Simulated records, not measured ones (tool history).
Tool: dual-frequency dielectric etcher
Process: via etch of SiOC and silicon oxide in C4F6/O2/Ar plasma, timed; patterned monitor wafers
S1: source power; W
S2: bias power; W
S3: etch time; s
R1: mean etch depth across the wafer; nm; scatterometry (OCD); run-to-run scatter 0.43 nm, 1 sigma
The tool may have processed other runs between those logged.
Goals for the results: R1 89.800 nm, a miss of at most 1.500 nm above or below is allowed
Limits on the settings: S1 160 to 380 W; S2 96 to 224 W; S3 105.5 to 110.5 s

Run 1, day 0.000: S1 270 W, S2 160 W, S3 105.5 s. Result: R1 99.534 nm.
Run 2, day 0.100: S1 270 W, S2 183 W, S3 105.5 s. Result: R1 104.950 nm.
Run 3, day 0.412: S1 250 W, S2 183 W, S3 105.5 s. Result: R1 103.000 nm.
Run 4, day 0.471: S1 240 W, S2 180 W, S3 105.5 s. Result: R1 100.700 nm.
Run 5, day 0.783: S1 190 W, S2 180 W, S3 105.5 s. Result: R1 96.618 nm.
Run 6, day 1.138: S1 190 W, S2 177 W, S3 105.5 s. Result: R1 96.025 nm.
Run 7, day 1.388: S1 190 W, S2 174 W, S3 105.5 s. Result: R1 94.595 nm.
Run 8, day 1.621: S1 190 W, S2 172 W, S3 105.5 s. Result: R1 94.907 nm.
Run 9, day 1.750: S1 190 W, S2 170 W, S3 105.5 s. Result: R1 93.758 nm.
Run 10, day 2.108: S1 190 W, S2 169 W, S3 105.5 s. Result: R1 93.511 nm.
Run 11, day 2.150: S1 190 W, S2 168 W, S3 105.5 s. Result: R1 93.380 nm.
Run 12, day 2.188: S1 190 W, S2 167 W, S3 105.5 s. Result: R1 92.694 nm.
Run 13, day 2.308: S1 180 W, S2 166 W, S3 105.5 s. Result: R1 91.975 nm.

Next run, 5 choices. One meets every target within its allowed miss, the rest don't. Which?
Run A, day 2.429: S1 220 W, S2 127 W, S3 110.5 s. Result: R1 ?.
Run B, day 2.429: S1 160 W, S2 164 W, S3 109.5 s. Result: R1 ?.
Run C, day 2.429: S1 170 W, S2 163 W, S3 108.5 s. Result: R1 ?.
Run D, day 2.429: S1 220 W, S2 148 W, S3 107.5 s. Result: R1 ?.
Run E, day 2.429: S1 190 W, S2 148 W, S3 110.0 s. Result: R1 ?.

move      R1
   A  90.258
   B  93.306
   C  93.252
   D  93.492
   E  92.819
A: each result inside its tolerance
B: further off than the last run
C: further off than the last run
D: further off than the last run
E: further off than the last run
A is the move that brings every result within its allowed miss.
